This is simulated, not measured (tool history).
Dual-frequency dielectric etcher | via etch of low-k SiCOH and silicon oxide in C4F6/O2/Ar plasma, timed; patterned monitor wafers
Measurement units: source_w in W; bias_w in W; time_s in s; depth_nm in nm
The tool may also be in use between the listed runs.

run	hour	source_w	bias_w	time_s	depth_nm
1	0.0	440	157	61.0	174.69
2	6.6	440	146	61.0	170.04
3	11.4	490	146	61.0	180.01
4	14.8	460	144	61.0	174.54
5	18.2	430	142	61.0	168.11
6	23.2	430	142	63.5	175.52
7	30.6	410	141	63.5	172.31
8	34.1	390	140	63.5	167.76

Run 9 is up next; what results do you expect?
9	40.4	370	139	63.5	?

depth_nm: 163.97 nm
